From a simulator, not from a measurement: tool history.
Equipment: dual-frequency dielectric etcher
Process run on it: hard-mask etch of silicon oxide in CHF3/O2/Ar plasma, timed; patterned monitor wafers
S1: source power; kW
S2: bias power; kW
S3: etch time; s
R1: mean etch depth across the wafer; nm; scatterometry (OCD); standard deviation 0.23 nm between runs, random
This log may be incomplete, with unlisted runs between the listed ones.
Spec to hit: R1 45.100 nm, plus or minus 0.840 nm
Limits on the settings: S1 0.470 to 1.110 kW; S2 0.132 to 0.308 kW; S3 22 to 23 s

{"run": 1, "hour": 0.0, "S1": 0.79, "S2": 0.22, "S3": 22, "R1": 56.267}
{"run": 2, "hour": 7.6, "S1": 0.79, "S2": 0.203, "S3": 22, "R1": 54.059}
{"run": 3, "hour": 10.9, "S1": 0.71, "S2": 0.197, "S3": 22, "R1": 50.959}
{"run": 4, "hour": 15.8, "S1": 0.66, "S2": 0.195, "S3": 22, "R1": 48.002}
{"run": 5, "hour": 18.3, "S1": 0.66, "S2": 0.233, "S3": 22, "R1": 52.296}
{"run": 6, "hour": 21.6, "S1": 0.61, "S2": 0.23, "S3": 22, "R1": 50.147}
{"run": 7, "hour": 23.1, "S1": 0.57, "S2": 0.228, "S3": 22, "R1": 47.77}
{"run": 8, "hour": 32.0, "S1": 0.57, "S2": 0.228, "S3": 22, "R1": 48.004}
{"run": 9, "hour": 40.2, "S1": 0.55, "S2": 0.227, "S3": 22, "R1": 46.419}
{"run": 10, "hour": 48.9, "S1": 0.54, "S2": 0.227, "S3": 22, "R1": 46.616}

5 next moves are on the table. One of them brings every result within its allowed miss. Which?
{"run": "A", "hour": 57.6, "S1": 0.52, "S2": 0.211, "S3": 22, "R1": "?"}
{"run": "B", "hour": 57.6, "S1": 0.47, "S2": 0.241, "S3": 22, "R1": "?"}
{"run": "C", "hour": 57.6, "S1": 0.47, "S2": 0.211, "S3": 23, "R1": "?"}
{"run": "D", "hour": 57.6, "S1": 0.58, "S2": 0.214, "S3": 23, "R1": "?"}
{"run": "E", "hour": 57.6, "S1": 0.49, "S2": 0.225, "S3": 23, "R1": "?"}

move=A R1=42.960
move=B R1=43.059
move=C R1=42.032
move=D R1=48.368
move=E R1=44.682
A: pushes the last run's worst result past its target
B: pushes the last run's worst result past its target
C: pushes the last run's worst result past its target
D: lands further from the targets than the last run did
E: hits every target within its allowed miss
The move that meets every target is E.
